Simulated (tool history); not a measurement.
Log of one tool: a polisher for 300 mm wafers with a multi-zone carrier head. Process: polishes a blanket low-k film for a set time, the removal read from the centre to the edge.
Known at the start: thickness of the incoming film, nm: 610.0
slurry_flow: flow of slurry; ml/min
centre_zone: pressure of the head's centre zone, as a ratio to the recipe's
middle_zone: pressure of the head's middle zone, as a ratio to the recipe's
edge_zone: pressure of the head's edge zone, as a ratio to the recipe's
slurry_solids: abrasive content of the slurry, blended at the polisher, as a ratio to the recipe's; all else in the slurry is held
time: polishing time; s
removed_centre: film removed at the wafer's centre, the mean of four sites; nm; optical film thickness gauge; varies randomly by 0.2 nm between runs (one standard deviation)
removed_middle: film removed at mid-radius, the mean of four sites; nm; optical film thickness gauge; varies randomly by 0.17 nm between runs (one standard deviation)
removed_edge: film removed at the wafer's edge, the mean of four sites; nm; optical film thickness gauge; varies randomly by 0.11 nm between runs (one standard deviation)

run,hour,slurry_flow,centre_zone,middle_zone,edge_zone,slurry_solids,time,removed_centre,removed_middle,removed_edge
1,0,240,1,1,1,1,54,28.36,27.761,28.74
2,1.2,235,0.97,0.99,0.97,0.9,51,24.353,25.189,25.79
3,3.8,235,0.97,0.99,0.97,1,51,25.916,26.087,27.526
4,5.7,235,0.97,0.99,0.97,1.1,51,27.122,27.195,28.198
5,8.8,235,0.97,0.99,0.95,0.95,48,23.868,24.032,24.814
6,16.4,230,0.96,0.99,0.93,0.85,46,21.653,21.951,22.368
# hour 20.8: edge zone pressure recalibrated
7,20.8,225,0.94,0.98,0.91,0.75,45,19.184,19.927,19.702
8,25.2,215,0.91,0.96,0.89,0.75,45,18.744,19.346,19.731

What does the tool deliver on the next run?
9,32.5,210,0.89,0.96,0.88,0.7,45,?,?,?

{"run 9": {"removed_centre": 17.233, "removed_middle": 19.119, "removed_edge": 18.79}}
